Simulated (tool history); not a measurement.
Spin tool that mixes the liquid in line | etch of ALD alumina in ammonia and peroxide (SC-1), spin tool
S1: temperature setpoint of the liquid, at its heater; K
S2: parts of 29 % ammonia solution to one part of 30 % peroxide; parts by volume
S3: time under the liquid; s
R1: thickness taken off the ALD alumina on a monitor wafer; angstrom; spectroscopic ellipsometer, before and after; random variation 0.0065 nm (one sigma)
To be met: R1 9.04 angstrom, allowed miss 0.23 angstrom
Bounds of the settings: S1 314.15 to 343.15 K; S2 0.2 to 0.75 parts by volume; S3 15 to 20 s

| run | hour | S1 | S2 | S3 | R1 |
|---|---|---|---|---|---|
| 1 | 0 | 330.15 | 0.45 | 20 | 11.291 |
| 2 | 8.6 | 329.65 | 0.45 | 20 | 10.98 |
| 3 | 11 | 323.65 | 0.45 | 20 | 7.8794 |
| 4 | 19.1 | 320.65 | 0.45 | 20 | 6.7621 |
| 5 | 26 | 321.65 | 0.45 | 20 | 7.2046 |
| 6 | 30.5 | 322.15 | 0.45 | 20 | 7.3411 |
| 7 | 35.7 | 322.65 | 0.45 | 20 | 7.6419 |
| 8 | 37.6 | 323.15 | 0.45 | 20 | 7.7978 |
| 9 | 39.9 | 323.65 | 0.45 | 20 | 7.9088 |
| 10 | 40.5 | 324.15 | 0.45 | 20 | 8.2776 |

Which of these 5 next moves meets every target?
| A | 41.1 | 327.65 | 0.35 | 20 | ? |
| B | 41.1 | 326.65 | 0.45 | 20 | ? |
| C | 41.1 | 331.15 | 0.55 | 15 | ? |
| D | 41.1 | 323.65 | 0.45 | 20 | ? |
| E | 41.1 | 324.15 | 0.4 | 20 | ? |

| move | R1 |
|---|---|
| A | 9.6496 |
| B | 9.3675 |
| C | 9.0836 |
| D | 7.9605 |
| E | 8.0903 |
A: takes the result that was furthest off past its target
B: takes the result that was furthest off past its target
C: meets every target
D: further off than the last run
E: further off than the last run
The right move is C.
